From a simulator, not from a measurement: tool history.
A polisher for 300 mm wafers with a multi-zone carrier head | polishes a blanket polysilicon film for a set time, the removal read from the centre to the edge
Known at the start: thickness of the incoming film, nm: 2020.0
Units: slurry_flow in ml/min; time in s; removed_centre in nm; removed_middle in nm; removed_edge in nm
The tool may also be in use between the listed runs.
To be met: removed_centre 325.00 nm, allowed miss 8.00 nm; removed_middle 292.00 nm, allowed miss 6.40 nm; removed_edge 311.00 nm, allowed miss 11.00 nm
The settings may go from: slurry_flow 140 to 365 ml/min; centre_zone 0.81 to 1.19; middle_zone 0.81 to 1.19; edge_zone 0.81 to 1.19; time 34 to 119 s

run 1 day=0.000 | slurry_flow=235 centre_zone=1.00 middle_zone=1.00 edge_zone=1.00 time=76 | removed_centre=345.35 removed_middle=357.49 removed_edge=361.77
run 2 day=0.038 | slurry_flow=225 centre_zone=1.00 middle_zone=0.96 edge_zone=0.96 time=75 | removed_centre=338.15 removed_middle=340.16 removed_edge=349.12
run 3 day=0.275 | slurry_flow=225 centre_zone=1.00 middle_zone=0.92 edge_zone=0.96 time=75 | removed_centre=337.42 removed_middle=326.69 removed_edge=350.02
run 4 day=0.329 | slurry_flow=225 centre_zone=1.00 middle_zone=0.92 edge_zone=0.91 time=75 | removed_centre=339.51 removed_middle=323.92 removed_edge=342.23
run 5 day=0.654 | slurry_flow=225 centre_zone=1.07 middle_zone=0.92 edge_zone=0.91 time=75 | removed_centre=356.63 removed_middle=327.06 removed_edge=339.97
run 6 day=0.954 | slurry_flow=195 centre_zone=1.07 middle_zone=0.92 edge_zone=0.91 time=75 | removed_centre=352.13 removed_middle=320.87 removed_edge=332.61
run 7 day=1.029 | slurry_flow=185 centre_zone=1.06 middle_zone=0.91 edge_zone=0.89 time=75 | removed_centre=344.91 removed_middle=317.66 removed_edge=333.87
-- day=1.075 slurry nozzle cleaned
run 8 day=1.075 | slurry_flow=185 centre_zone=1.06 middle_zone=0.90 edge_zone=0.88 time=74 | removed_centre=357.64 removed_middle=319.91 removed_edge=336.50

4 next moves are on the table. One of them brings every result within its allowed miss. Which?
run A day=1.121 | slurry_flow=175 centre_zone=1.05 middle_zone=0.91 edge_zone=0.86 time=65 | removed_centre=? removed_middle=? removed_edge=?
run B day=1.121 | slurry_flow=225 centre_zone=1.07 middle_zone=0.90 edge_zone=0.93 time=66 | removed_centre=? removed_middle=? removed_edge=?
run C day=1.121 | slurry_flow=140 centre_zone=1.03 middle_zone=0.87 edge_zone=0.84 time=77 | removed_centre=? removed_middle=? removed_edge=?
run D day=1.121 | slurry_flow=140 centre_zone=1.00 middle_zone=0.87 edge_zone=0.93 time=75 | removed_centre=? removed_middle=? removed_edge=?

move=A removed_centre=304.87 removed_middle=279.75 removed_edge=285.50
move=B removed_centre=325.01 removed_middle=289.75 removed_edge=307.08
move=C removed_centre=343.47 removed_middle=309.95 removed_edge=327.66
move=D removed_centre=326.30 removed_middle=301.90 removed_edge=334.28
A: takes the result that was furthest off past its target
B: meets every target
C: nearer than the last run, and not there yet
D: nearer than the last run, and not there yet
Answer: B
